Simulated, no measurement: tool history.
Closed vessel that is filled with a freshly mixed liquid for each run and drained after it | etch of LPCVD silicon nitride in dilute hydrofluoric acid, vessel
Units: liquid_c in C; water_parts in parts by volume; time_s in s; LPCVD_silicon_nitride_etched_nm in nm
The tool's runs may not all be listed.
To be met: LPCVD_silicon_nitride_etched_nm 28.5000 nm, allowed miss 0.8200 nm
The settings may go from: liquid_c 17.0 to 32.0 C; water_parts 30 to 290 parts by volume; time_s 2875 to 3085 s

run  hour  liquid_c  water_parts  time_s  LPCVD_silicon_nitride_etched_nm
  1   0.0      24.0          160    2875                           7.7191
  2   6.6      24.0          180    2875                           6.9523
  3  12.5      24.0          180    2875                           6.8708
  4  16.7      26.0          180    2875                           7.8776
  5  24.7      27.5          180    2875                           8.6569
  6  27.4      28.0          155    2880                          10.3780
  7  36.1      28.5          135    2890                          12.3890
  8  41.1      32.0           70    2910                          29.8490

Which of these 5 next moves meets every target?
  A  46.1      32.0           70    2970                                ?
  B  46.1      29.0           60    2875                                ?
  C  46.1      32.0           80    2970                                ?
  D  46.1      31.0           75    2990                                ?
  E  46.1      31.5           80    3030                                ?

move  LPCVD_silicon_nitride_etched_nm
   A                          30.4390
   B                          28.3840
   C                          26.6180
   D                          26.8530
   E                          26.3200
A: further off than the last run
B: meets every target
C: takes the result that was furthest off past its target
D: takes the result that was furthest off past its target
E: takes the result that was furthest off past its target
Answer: B
